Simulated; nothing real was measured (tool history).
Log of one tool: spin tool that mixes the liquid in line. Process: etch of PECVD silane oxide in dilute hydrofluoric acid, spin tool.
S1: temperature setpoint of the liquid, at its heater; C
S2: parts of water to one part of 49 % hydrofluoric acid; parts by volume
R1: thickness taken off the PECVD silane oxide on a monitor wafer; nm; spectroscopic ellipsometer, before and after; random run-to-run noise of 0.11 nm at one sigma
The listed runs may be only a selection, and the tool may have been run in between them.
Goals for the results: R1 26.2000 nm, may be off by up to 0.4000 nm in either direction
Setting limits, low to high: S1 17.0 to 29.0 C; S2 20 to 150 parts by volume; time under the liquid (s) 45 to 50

Run 1, hour 0.0: S1 21.0 C, S2 85 parts by volume, time under the liquid (s) 45. Result: R1 9.9188 nm.
Run 2, hour 3.7: S1 23.0 C, S2 70 parts by volume, time under the liquid (s) 45. Result: R1 13.3600 nm.
Run 3, hour 10.7: S1 24.5 C, S2 60 parts by volume, time under the liquid (s) 45. Result: R1 16.7460 nm.
Run 4, hour 14.3: S1 22.0 C, S2 60 parts by volume, time under the liquid (s) 45. Result: R1 15.2570 nm.
Run 5, hour 16.8: S1 20.5 C, S2 60 parts by volume, time under the liquid (s) 45. Result: R1 14.1460 nm.
Run 6, hour 19.0: S1 23.0 C, S2 55 parts by volume, time under the liquid (s) 45. Result: R1 17.2840 nm.
Run 7, hour 22.1: S1 24.5 C, S2 50 parts by volume, time under the liquid (s) 45. Result: R1 20.2190 nm.
Run 8, hour 23.5: S1 26.0 C, S2 50 parts by volume, time under the liquid (s) 45. Result: R1 21.7270 nm.
Run 9, hour 25.5: S1 29.0 C, S2 45 parts by volume, time under the liquid (s) 45. Result: R1 27.3710 nm.
Run 10, hour 28.4: S1 28.5 C, S2 45 parts by volume, time under the liquid (s) 45. Result: R1 26.7330 nm.

Of the 4 settings listed for the next run, only one would bring every result within its allowed miss of target. Which one?
Run A, hour 31.3: S1 25.0 C, S2 40 parts by volume, time under the liquid (s) 45. Result: R1 ?.
Run B, hour 31.3: S1 29.0 C, S2 45 parts by volume, time under the liquid (s) 45. Result: R1 ?.
Run C, hour 31.3: S1 26.0 C, S2 45 parts by volume, time under the liquid (s) 50. Result: R1 ?.
Run D, hour 31.3: S1 26.5 C, S2 45 parts by volume, time under the liquid (s) 50. Result: R1 ?.

move       R1
   A  26.3620
   B  27.3510
   C  26.9360
   D  27.4890
A: hits every target within its allowed miss
B: misses by more than the last run did
C: misses by more than the last run did
D: misses by more than the last run did
The right move is A.
